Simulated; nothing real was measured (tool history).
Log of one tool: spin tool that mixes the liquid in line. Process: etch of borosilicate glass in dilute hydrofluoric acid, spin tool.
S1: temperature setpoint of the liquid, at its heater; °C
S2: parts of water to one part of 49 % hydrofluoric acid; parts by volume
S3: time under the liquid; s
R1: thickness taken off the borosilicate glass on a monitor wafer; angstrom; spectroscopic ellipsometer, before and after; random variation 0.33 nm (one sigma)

run  hour    S1   S2  S3      R1
  1     0    25  105  50  177.55
  2   2.4    27   85  50   242.9
  3   3.1    27   85  55  266.75
  4  11.7  24.5   85  55  241.86
  5  18.8    26   85  55  259.05
  6  19.5    26   85  55  255.22
  7  26.6    28   75  55  321.12

The next listed run, before its measurement:
  8  33.2  29.5  70  55   ?

{"run 8": {"R1": 362.58}}
